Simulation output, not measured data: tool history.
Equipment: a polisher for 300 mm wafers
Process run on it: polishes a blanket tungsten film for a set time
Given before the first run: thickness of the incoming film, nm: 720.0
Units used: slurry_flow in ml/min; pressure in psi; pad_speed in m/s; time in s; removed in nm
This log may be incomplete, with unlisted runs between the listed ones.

run	hour	slurry_flow	pressure	pad_speed	slurry_solids	time	removed
1	0.0	160	2.4	1.36	1.00	29	108.550
2	7.5	160	2.0	1.32	1.00	29	89.394
3	10.6	160	2.0	1.50	1.00	29	98.052
4	15.9	160	2.3	1.50	1.00	29	116.480
5	19.6	160	2.3	1.50	0.85	29	108.990
6	26.3	160	1.9	1.46	0.85	29	90.517
7	30.5	160	1.9	1.46	0.85	29	91.416
8	32.5	160	1.6	1.40	0.85	29	74.879
9	38.3	160	1.4	1.38	0.85	29	64.764

What does the tool deliver on the next run?
10	40.5	160	1.3	1.38	0.85	29	?

{"run 10": {"removed": 63.315}}

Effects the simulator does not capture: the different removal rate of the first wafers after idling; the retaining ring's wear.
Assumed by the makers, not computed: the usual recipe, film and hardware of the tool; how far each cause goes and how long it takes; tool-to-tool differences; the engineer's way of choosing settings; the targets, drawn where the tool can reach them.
